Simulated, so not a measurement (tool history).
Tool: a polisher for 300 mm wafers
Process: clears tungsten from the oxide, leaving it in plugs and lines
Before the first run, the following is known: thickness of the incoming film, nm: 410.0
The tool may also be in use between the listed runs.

run  hour  flow of slurry (ml/min)  pressure of the wafer on the pad (kPa)  speed of the pad under the wafer (cm/s)  abrasive content of the slurry  overpolish time after the end point (s)  time until the end point was called (s)
  1   0.0                      230                                    18.6                                       96                             1.0                                        8                                   133.43
  2   4.0                      230                                    18.6                                       96                             1.0                                        7                                   130.86
  3   6.6                      230                                    19.3                                       96                             1.0                                        7                                   128.57
  4  10.4                      230                                    22.8                                       96                             1.0                                        7                                   109.21
  5  15.6                      230                                    22.8                                       80                             1.0                                        7                                   135.62
  6  17.9                      230                                    21.4                                       80                             1.0                                        7                                   141.49
  7  26.7                      230                                    22.1                                       82                             1.0                                        7                                   135.45

Run 8, settings as shown, results not yet in. Your forecast:
  8  30.4                      230                                    22.8                                       82                             1.0                                        7                                        ?

time until the end point was called (s): 130.97

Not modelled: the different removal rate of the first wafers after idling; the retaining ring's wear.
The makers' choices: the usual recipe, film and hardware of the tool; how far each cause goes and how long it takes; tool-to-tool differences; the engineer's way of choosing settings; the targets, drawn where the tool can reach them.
